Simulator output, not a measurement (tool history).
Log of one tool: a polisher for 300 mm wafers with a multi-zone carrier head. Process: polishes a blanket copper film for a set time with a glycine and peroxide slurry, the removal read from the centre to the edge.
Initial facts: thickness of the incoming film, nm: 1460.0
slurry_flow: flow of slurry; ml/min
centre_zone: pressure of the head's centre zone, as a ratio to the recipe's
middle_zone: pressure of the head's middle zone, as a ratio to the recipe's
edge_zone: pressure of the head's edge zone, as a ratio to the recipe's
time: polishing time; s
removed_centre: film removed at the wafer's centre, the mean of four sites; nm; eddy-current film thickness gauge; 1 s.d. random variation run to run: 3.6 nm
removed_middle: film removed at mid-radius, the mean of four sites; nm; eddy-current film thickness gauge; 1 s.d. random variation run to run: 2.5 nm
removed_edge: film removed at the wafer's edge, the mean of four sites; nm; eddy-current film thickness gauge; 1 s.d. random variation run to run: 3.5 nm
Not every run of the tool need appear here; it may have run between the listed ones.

run 1 hour=0.0 | slurry_flow=215 centre_zone=1.00 middle_zone=1.00 edge_zone=1.00 time=48 | removed_centre=396.24 removed_middle=392.07 removed_edge=389.99
run 2 hour=4.7 | slurry_flow=215 centre_zone=1.08 middle_zone=1.00 edge_zone=1.00 time=48 | removed_centre=433.86 removed_middle=389.20 removed_edge=393.14
run 3 hour=6.1 | slurry_flow=215 centre_zone=1.08 middle_zone=1.00 edge_zone=1.00 time=57 | removed_centre=514.26 removed_middle=454.76 removed_edge=460.67
run 4 hour=8.6 | slurry_flow=215 centre_zone=1.08 middle_zone=1.00 edge_zone=1.00 time=66 | removed_centre=593.71 removed_middle=529.53 removed_edge=554.97
run 5 hour=12.8 | slurry_flow=215 centre_zone=1.07 middle_zone=0.99 edge_zone=0.99 time=62 | removed_centre=559.69 removed_middle=494.87 removed_edge=500.27
run 6 hour=14.6 | slurry_flow=215 centre_zone=1.14 middle_zone=0.99 edge_zone=0.99 time=62 | removed_centre=589.83 removed_middle=502.08 removed_edge=504.68
run 7 hour=19.4 | slurry_flow=215 centre_zone=1.12 middle_zone=0.98 edge_zone=0.98 time=58 | removed_centre=542.90 removed_middle=460.85 removed_edge=476.62
run 8 hour=27.0 | slurry_flow=215 centre_zone=1.12 middle_zone=0.98 edge_zone=0.98 time=54 | removed_centre=505.71 removed_middle=425.18 removed_edge=439.70
run 9 hour=30.3 | slurry_flow=215 centre_zone=1.11 middle_zone=0.98 edge_zone=0.97 time=51 | removed_centre=468.91 removed_middle=404.09 removed_edge=415.73
run 10 hour=35.2 | slurry_flow=215 centre_zone=1.11 middle_zone=0.99 edge_zone=0.97 time=48 | removed_centre=451.53 removed_middle=381.93 removed_edge=384.37
run 11 hour=38.4 | slurry_flow=215 centre_zone=1.10 middle_zone=0.99 edge_zone=0.96 time=46 | removed_centre=417.71 removed_middle=365.86 removed_edge=371.80
run 12 hour=40.4 | slurry_flow=215 centre_zone=1.10 middle_zone=1.00 edge_zone=0.95 time=44 | removed_centre=405.50 removed_middle=348.54 removed_edge=356.07
run 13 hour=41.6 | slurry_flow=215 centre_zone=1.09 middle_zone=1.02 edge_zone=0.94 time=42 | removed_centre=387.05 removed_middle=346.06 removed_edge=342.26
run 14 hour=44.6 | slurry_flow=215 centre_zone=1.09 middle_zone=1.02 edge_zone=0.93 time=40 | removed_centre=367.38 removed_middle=325.85 removed_edge=318.50
run 15 hour=47.7 | slurry_flow=200 centre_zone=1.00 middle_zone=0.99 edge_zone=0.83 time=33 | removed_centre=267.21 removed_middle=259.68 removed_edge=252.05
run 16 hour=52.0 | slurry_flow=205 centre_zone=1.01 middle_zone=0.99 edge_zone=0.83 time=33 | removed_centre=273.26 removed_middle=262.13 removed_edge=246.04

Run 17 has not been measured yet. What should we expect?
run 17 hour=56.9 | slurry_flow=210 centre_zone=1.01 middle_zone=0.99 edge_zone=0.83 time=33 | removed_centre=? removed_middle=? removed_edge=?

Run 17 gave removed_centre 277.63 nm, removed_middle 264.31 nm, removed_edge 254.88 nm.

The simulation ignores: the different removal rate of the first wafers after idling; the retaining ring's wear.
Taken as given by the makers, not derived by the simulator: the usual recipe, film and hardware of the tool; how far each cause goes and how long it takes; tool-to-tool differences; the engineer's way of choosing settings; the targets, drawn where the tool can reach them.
